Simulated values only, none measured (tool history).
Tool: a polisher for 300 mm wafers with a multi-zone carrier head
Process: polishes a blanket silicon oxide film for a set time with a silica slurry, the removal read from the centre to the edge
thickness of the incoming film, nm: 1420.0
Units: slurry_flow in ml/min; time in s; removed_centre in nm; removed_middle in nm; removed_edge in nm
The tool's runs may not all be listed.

| run | hour | slurry_flow | centre_zone | middle_zone | edge_zone | slurry_solids | time | removed_centre | removed_middle | removed_edge |
|---|---|---|---|---|---|---|---|---|---|---|
| 1 | 0 | 150 | 1 | 1 | 1 | 1 | 73 | 379.42 | 390.65 | 399.54 |
| 2 | 4.4 | 150 | 1 | 1.08 | 1 | 1 | 73 | 380.63 | 423.6 | 395.08 |
| 3 | 8.5 | 150 | 1.01 | 1.07 | 0.98 | 0.95 | 73 | 374.64 | 401.4 | 385.06 |
| 4 | 14 | 150 | 1.01 | 1.07 | 0.98 | 0.75 | 73 | 318.11 | 346.73 | 327.21 |
| 5 | 21.7 | 150 | 1.02 | 1.07 | 0.96 | 0.75 | 73 | 318.76 | 343.46 | 325.46 |
| 6 | 26.4 | 150 | 1.02 | 1.07 | 0.96 | 0.75 | 87 | 378.9 | 410.96 | 390.94 |
| 7 | 35.3 | 150 | 1.02 | 1.07 | 0.96 | 0.75 | 87 | 377.84 | 407.58 | 387.85 |
|  | 39.5 | centre zone pressure recalibrated |
| 8 | 39.5 | 150 | 1.04 | 1.07 | 0.94 | 0.7 | 87 | 385.08 | 394.42 | 360.71 |
| 9 | 46.3 | 145 | 1.04 | 1.06 | 0.92 | 0.7 | 87 | 386.8 | 384.15 | 362.27 |
| 10 | 53.3 | 145 | 1.04 | 1.06 | 0.91 | 0.7 | 87 | 385.24 | 385.39 | 358.65 |
| 11 | 61.4 | 140 | 1.04 | 1.06 | 0.9 | 0.7 | 87 | 381.93 | 379.68 | 357.04 |
| 12 | 69 | 140 | 1.04 | 1.06 | 0.89 | 0.7 | 87 | 378.91 | 387.69 | 351.9 |
| 13 | 75.7 | 120 | 1.09 | 0.99 | 0.81 | 0.5 | 83 | 269.36 | 238.13 | 232.73 |

Run 14 comes next. What will it give?
| 14 | 78.7 | 130 | 1.08 | 0.99 | 0.81 | 0.5 | 83 | ? | ? | ? |

{"run 14": {"removed_centre": 267.08, "removed_middle": 239.29, "removed_edge": 235.77}}
